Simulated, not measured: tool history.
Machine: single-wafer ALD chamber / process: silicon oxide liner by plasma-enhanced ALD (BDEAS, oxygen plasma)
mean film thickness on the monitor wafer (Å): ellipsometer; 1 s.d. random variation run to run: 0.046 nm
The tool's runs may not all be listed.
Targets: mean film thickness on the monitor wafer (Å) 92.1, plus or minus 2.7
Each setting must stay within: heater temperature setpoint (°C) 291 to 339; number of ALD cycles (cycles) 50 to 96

run	hour	heater temperature setpoint (°C)	number of ALD cycles (cycles)	mean film thickness on the monitor wafer (Å)
1	0	315	73	75.034
2	6.1	322	73	75.233
3	6.8	327	73	74.648
4	15.7	327	69	69.936
5	16.8	327	76	76.672
6	22.4	323	76	77.588
7	27.2	323	78	80.019
8	31	323	80	81.91
9	36	323	81	83.435
10	44	323	82	83.227
11	50.9	323	83	84.957

Of the 4 settings listed for the next run, only one would bring every result within its allowed miss of target. Which one?
A	57.8	322	84	?
B	57.8	324	86	?
C	57.8	329	90	?
D	57.8	332	84	?

move	mean film thickness on the monitor wafer (Å)
A	85.63
B	87.447
C	90.932
D	84.545
A: moves toward the targets from the last run without getting all of them in spec
B: moves toward the targets from the last run without getting all of them in spec
C: all results land within tolerance of their targets
D: moves away from the targets compared with the last run
Go with C: it meets all targets.
